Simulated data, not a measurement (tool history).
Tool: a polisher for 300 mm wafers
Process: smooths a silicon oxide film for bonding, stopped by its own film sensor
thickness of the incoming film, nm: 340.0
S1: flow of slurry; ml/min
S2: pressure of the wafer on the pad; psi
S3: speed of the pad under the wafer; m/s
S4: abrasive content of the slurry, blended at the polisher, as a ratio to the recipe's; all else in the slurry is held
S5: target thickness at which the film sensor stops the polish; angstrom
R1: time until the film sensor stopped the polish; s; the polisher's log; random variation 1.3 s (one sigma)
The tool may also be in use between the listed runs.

run 1 day=0.000 | S1=190 S2=2.2 S3=0.94 S4=1.0 S5=2760 | R1=104.02
run 2 day=0.221 | S1=185 S2=2.0 S3=0.94 S4=1.0 S5=2760 | R1=113.37
run 3 day=0.354 | S1=185 S2=2.0 S3=0.82 S4=1.0 S5=2760 | R1=125.62
run 4 day=0.458 | S1=185 S2=1.9 S3=0.82 S4=1.0 S5=2760 | R1=131.70
run 5 day=0.533 | S1=185 S2=2.1 S3=0.82 S4=1.0 S5=2760 | R1=122.59
run 6 day=0.612 | S1=185 S2=2.1 S3=1.00 S4=1.0 S5=2760 | R1=103.30
run 7 day=0.662 | S1=180 S2=1.9 S3=1.00 S4=1.0 S5=2760 | R1=112.94
run 8 day=0.867 | S1=175 S2=1.7 S3=1.00 S4=1.0 S5=2760 | R1=127.23

The next listed run, before its measurement:
run 9 day=1.029 | S1=170 S2=1.6 S3=1.00 S4=1.0 S5=2760 | R1=?

R1: 134.15 s

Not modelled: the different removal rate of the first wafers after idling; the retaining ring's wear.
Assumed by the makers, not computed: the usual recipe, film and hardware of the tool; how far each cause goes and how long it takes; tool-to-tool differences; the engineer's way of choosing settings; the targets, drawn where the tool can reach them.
